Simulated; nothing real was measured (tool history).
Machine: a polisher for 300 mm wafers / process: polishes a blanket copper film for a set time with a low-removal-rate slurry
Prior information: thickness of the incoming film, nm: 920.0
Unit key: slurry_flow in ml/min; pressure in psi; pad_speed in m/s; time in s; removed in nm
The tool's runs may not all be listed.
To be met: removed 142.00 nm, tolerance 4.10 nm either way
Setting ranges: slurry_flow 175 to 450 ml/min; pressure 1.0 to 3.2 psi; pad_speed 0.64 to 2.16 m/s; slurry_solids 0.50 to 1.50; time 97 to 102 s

{"run": 1, "hour": 0.0, "slurry_flow": 290, "pressure": 2.1, "pad_speed": 1.4, "slurry_solids": 1.0, "time": 97, "removed": 262.68}
{"run": 2, "hour": 4.0, "slurry_flow": 290, "pressure": 2.1, "pad_speed": 1.4, "slurry_solids": 1.0, "time": 102, "removed": 272.71}
{"run": 3, "hour": 6.0, "slurry_flow": 290, "pressure": 2.1, "pad_speed": 1.4, "slurry_solids": 1.0, "time": 97, "removed": 264.44}
{"run": 4, "hour": 14.5, "slurry_flow": 230, "pressure": 2.1, "pad_speed": 1.4, "slurry_solids": 1.0, "time": 97, "removed": 255.85}
{"run": 5, "hour": 19.1, "slurry_flow": 230, "pressure": 1.8, "pad_speed": 1.38, "slurry_solids": 1.0, "time": 97, "removed": 216.97}
{"run": 6, "hour": 27.7, "slurry_flow": 230, "pressure": 1.5, "pad_speed": 1.38, "slurry_solids": 1.0, "time": 97, "removed": 181.1}
{"run": 7, "hour": 30.5, "slurry_flow": 230, "pressure": 1.4, "pad_speed": 1.38, "slurry_solids": 1.0, "time": 97, "removed": 169.27}
{"run": 8, "hour": 34.4, "slurry_flow": 230, "pressure": 1.3, "pad_speed": 1.38, "slurry_solids": 1.0, "time": 97, "removed": 157.53}
{"hour": 43.1, "done": "slurry nozzle cleaned"}
{"run": 9, "hour": 43.1, "slurry_flow": 230, "pressure": 1.2, "pad_speed": 1.38, "slurry_solids": 1.0, "time": 97, "removed": 154.71}

Consider the 4 candidate settings below. Which is the only one whose results all fall within their allowed miss of target?
{"run": "A", "hour": 51.8, "slurry_flow": 215, "pressure": 1.2, "pad_speed": 1.44, "slurry_solids": 1.0, "time": 100, "removed": "?"}
{"run": "B", "hour": 51.8, "slurry_flow": 195, "pressure": 1.1, "pad_speed": 1.26, "slurry_solids": 0.9, "time": 102, "removed": "?"}
{"run": "C", "hour": 51.8, "slurry_flow": 390, "pressure": 2.0, "pad_speed": 0.76, "slurry_solids": 0.65, "time": 97, "removed": "?"}
{"run": "D", "hour": 51.8, "slurry_flow": 195, "pressure": 1.4, "pad_speed": 1.12, "slurry_solids": 1.3, "time": 98, "removed": "?"}

move=A removed=162.09
move=B removed=131.10
move=C removed=141.30
move=D removed=153.50
A: its largest miss is bigger than the last run's
B: moves the result that the last run missed by most past its target, out the other side
C: every result lands within tolerance
D: better than the last run, though not everything is in spec
C meets every target.

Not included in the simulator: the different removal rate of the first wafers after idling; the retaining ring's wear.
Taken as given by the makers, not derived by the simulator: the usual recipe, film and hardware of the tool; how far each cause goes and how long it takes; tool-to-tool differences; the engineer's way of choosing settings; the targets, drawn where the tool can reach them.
